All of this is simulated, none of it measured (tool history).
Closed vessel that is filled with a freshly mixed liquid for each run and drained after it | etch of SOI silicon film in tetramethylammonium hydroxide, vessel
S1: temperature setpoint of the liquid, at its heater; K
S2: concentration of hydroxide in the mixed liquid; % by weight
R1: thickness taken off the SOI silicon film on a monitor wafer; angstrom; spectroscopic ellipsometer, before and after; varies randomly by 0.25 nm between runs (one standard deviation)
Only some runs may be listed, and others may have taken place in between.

Run 1, hour 0.0: S1 334.15 K, S2 14.0 % by weight, time in the liquid (s) 30. Result: R1 1057.90 angstrom.
Run 2, hour 1.4: S1 330.65 K, S2 14.0 % by weight, time in the liquid (s) 30. Result: R1 850.68 angstrom.
Run 3, hour 10.6: S1 328.15 K, S2 14.0 % by weight, time in the liquid (s) 30. Result: R1 725.66 angstrom.
Run 4, hour 19.6: S1 326.65 K, S2 14.0 % by weight, time in the liquid (s) 30. Result: R1 663.18 angstrom.
Run 5, hour 23.8: S1 330.15 K, S2 14.0 % by weight, time in the liquid (s) 30. Result: R1 825.44 angstrom.
Run 6, hour 32.9: S1 327.65 K, S2 14.0 % by weight, time in the liquid (s) 30. Result: R1 702.00 angstrom.

Run 7, settings as shown, results not yet in. Your forecast:
Run 7, hour 39.6: S1 326.15 K, S2 14.0 % by weight, time in the liquid (s) 30. Result: R1 ?.

{"run 7": {"R1": 636.06}}
